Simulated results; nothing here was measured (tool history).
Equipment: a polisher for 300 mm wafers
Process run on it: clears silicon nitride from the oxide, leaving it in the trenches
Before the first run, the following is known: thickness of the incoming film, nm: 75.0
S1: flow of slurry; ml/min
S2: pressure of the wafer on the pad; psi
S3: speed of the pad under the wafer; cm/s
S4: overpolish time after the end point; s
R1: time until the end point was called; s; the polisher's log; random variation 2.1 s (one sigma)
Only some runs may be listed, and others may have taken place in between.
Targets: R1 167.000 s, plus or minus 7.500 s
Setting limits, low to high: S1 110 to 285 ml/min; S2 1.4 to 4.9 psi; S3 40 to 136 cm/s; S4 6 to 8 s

run	hour	S1	S2	S3	S4	R1
1	0.0	180	3.1	88	8	99.483
2	5.9	180	3.1	88	6	101.100
3	6.5	180	3.1	88	8	100.430
4	11.7	195	3.1	88	8	101.040
5	14.8	195	3.5	88	8	85.681
6	20.0	195	2.9	86	8	107.190
7	25.8	190	2.5	86	8	124.230
8	27.4	190	2.2	86	8	137.830
9	35.4	190	2.0	86	8	156.880

Pick the move, out of 4, that brings all results within their allowed miss; only one does.
A	43.4	240	1.5	104	8	?
B	43.4	235	2.4	72	8	?
C	43.4	185	1.7	108	6	?
D	43.4	185	1.7	114	8	?

move	R1
A	166.460
B	152.300
C	146.080
D	138.570
A: hits every target within its allowed miss
B: further off than the last run
C: further off than the last run
D: further off than the last run
Answer: A
